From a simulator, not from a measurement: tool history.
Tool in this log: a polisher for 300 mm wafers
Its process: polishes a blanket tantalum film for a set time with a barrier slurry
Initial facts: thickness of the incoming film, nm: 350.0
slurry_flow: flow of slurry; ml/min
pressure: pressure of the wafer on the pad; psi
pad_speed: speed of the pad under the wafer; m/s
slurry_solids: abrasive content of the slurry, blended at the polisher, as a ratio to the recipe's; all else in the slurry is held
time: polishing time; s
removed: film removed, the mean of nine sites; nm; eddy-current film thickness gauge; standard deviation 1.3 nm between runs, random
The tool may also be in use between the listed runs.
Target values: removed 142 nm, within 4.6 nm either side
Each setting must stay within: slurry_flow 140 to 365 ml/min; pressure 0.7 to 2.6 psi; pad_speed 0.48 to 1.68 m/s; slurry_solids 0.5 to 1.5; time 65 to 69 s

Run 1, day 0: slurry_flow 235 ml/min, pressure 1.6 psi, pad_speed 1.08 m/s, slurry_solids 1, time 65 s. Result: removed 84.02 nm.
Run 2, day 0.354: slurry_flow 235 ml/min, pressure 1.8 psi, pad_speed 1.08 m/s, slurry_solids 1, time 65 s. Result: removed 93.22 nm.
Run 3, day 0.729: slurry_flow 235 ml/min, pressure 1.9 psi, pad_speed 1.08 m/s, slurry_solids 1, time 65 s. Result: removed 98.912 nm.
Run 4, day 1.021: slurry_flow 235 ml/min, pressure 2 psi, pad_speed 1.08 m/s, slurry_solids 1, time 65 s. Result: removed 103.89 nm.
Run 5, day 1.379: slurry_flow 235 ml/min, pressure 2.1 psi, pad_speed 1.08 m/s, slurry_solids 1, time 65 s. Result: removed 108.38 nm.
Run 6, day 1.558: slurry_flow 235 ml/min, pressure 2.1 psi, pad_speed 1.18 m/s, slurry_solids 1, time 65 s. Result: removed 118.34 nm.
Run 7, day 1.904: slurry_flow 235 ml/min, pressure 2.2 psi, pad_speed 1.18 m/s, slurry_solids 1, time 65 s. Result: removed 121.52 nm.
Run 8, day 2.029: slurry_flow 235 ml/min, pressure 2.3 psi, pad_speed 1.18 m/s, slurry_solids 1, time 65 s. Result: removed 128.25 nm.

Which single option among these 4 for the next run brings every result within its allowed miss of target? Just one does.
Run A, day 2.154: slurry_flow 255 ml/min, pressure 2.3 psi, pad_speed 1.18 m/s, slurry_solids 1.05, time 65 s. Result: removed ?.
Run B, day 2.154: slurry_flow 260 ml/min, pressure 2.6 psi, pad_speed 1.14 m/s, slurry_solids 0.8, time 69 s. Result: removed ?.
Run C, day 2.154: slurry_flow 285 ml/min, pressure 2 psi, pad_speed 1.34 m/s, slurry_solids 0.9, time 66 s. Result: removed ?.
Run D, day 2.154: slurry_flow 215 ml/min, pressure 2.2 psi, pad_speed 1.12 m/s, slurry_solids 1, time 65 s. Result: removed ?.

move  removed
   A   131.37
   B   141.17
   C   124.58
   D   116.57
A: moves toward the targets from the last run without getting all of them in spec
B: all results land within tolerance of their targets
C: its largest miss is bigger than the last run's
D: its largest miss is bigger than the last run's
Go with B: it meets all targets.
